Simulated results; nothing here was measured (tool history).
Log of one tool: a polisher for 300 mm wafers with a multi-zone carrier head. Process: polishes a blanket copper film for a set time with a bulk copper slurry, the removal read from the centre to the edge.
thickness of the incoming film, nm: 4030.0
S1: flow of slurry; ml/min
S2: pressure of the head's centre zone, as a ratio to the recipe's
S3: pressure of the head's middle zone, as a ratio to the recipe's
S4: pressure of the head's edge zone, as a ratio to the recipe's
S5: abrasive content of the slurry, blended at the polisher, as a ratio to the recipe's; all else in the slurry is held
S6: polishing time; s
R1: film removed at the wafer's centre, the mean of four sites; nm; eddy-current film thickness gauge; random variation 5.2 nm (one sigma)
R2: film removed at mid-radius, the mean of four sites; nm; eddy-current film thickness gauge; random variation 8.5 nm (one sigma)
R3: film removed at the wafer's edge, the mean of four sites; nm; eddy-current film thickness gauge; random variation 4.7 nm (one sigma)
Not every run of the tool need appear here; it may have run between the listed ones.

run,hour,S1,S2,S3,S4,S5,S6,R1,R2,R3
1,0,170,1,1,1,1,71,561.23,561.25,575.01
2,0.6,170,1.06,1,1,1,71,589.79,549.31,567.37
3,5.9,150,1.06,1,1,1,71,581.83,552.31,555.34
4,12.3,170,1.06,1,1,1,71,601.4,565.92,565.03
5,16.5,170,1.06,1,1,0.85,71,567.07,560.07,542.44
6,25.4,180,1.05,1.01,1.03,0.85,71,581.3,553.09,563.52
7,26.7,185,1.03,1.04,1.04,0.85,71,565.14,570.91,559.54
8,27.3,190,1.01,1.05,1.06,0.9,71,571.65,596.02,584.23

The next listed run, before its measurement:
9,33.9,200,1,1.05,1.08,0.9,71,?,?,?

{"run 9": {"R1": 567.48, "R2": 590.99, "R3": 590.52}}

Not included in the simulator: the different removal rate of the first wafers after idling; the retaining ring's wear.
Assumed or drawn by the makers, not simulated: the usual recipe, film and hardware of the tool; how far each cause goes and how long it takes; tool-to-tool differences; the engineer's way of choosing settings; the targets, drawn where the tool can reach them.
